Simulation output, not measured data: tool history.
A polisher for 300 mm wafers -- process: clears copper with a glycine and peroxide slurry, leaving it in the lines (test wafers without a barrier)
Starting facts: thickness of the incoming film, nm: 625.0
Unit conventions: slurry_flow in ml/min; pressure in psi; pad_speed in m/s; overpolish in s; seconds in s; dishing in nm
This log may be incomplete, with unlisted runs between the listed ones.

run 1 hour=0.0 | slurry_flow=275 pressure=2.9 pad_speed=1.06 overpolish=16 | seconds=113.49 dishing=57.134
run 2 hour=6.8 | slurry_flow=275 pressure=2.4 pad_speed=1.06 overpolish=16 | seconds=128.91 dishing=52.920
run 3 hour=12.7 | slurry_flow=325 pressure=2.4 pad_speed=1.06 overpolish=16 | seconds=125.82 dishing=53.678
run 4 hour=13.9 | slurry_flow=325 pressure=2.3 pad_speed=1.04 overpolish=16 | seconds=129.75 dishing=49.698
run 5 hour=20.6 | slurry_flow=320 pressure=2.2 pad_speed=1.02 overpolish=16 | seconds=137.43 dishing=51.525
run 6 hour=22.0 | slurry_flow=320 pressure=2.1 pad_speed=1.00 overpolish=16 | seconds=143.02 dishing=47.534
run 7 hour=30.6 | slurry_flow=315 pressure=2.0 pad_speed=0.98 overpolish=16 | seconds=151.09 dishing=45.762

Estimate the outcome of run 8 from the log above:
run 8 hour=31.4 | slurry_flow=310 pressure=1.9 pad_speed=0.98 overpolish=16 | seconds=? dishing=?

seconds: 157.13 s
dishing: 43.951 nm

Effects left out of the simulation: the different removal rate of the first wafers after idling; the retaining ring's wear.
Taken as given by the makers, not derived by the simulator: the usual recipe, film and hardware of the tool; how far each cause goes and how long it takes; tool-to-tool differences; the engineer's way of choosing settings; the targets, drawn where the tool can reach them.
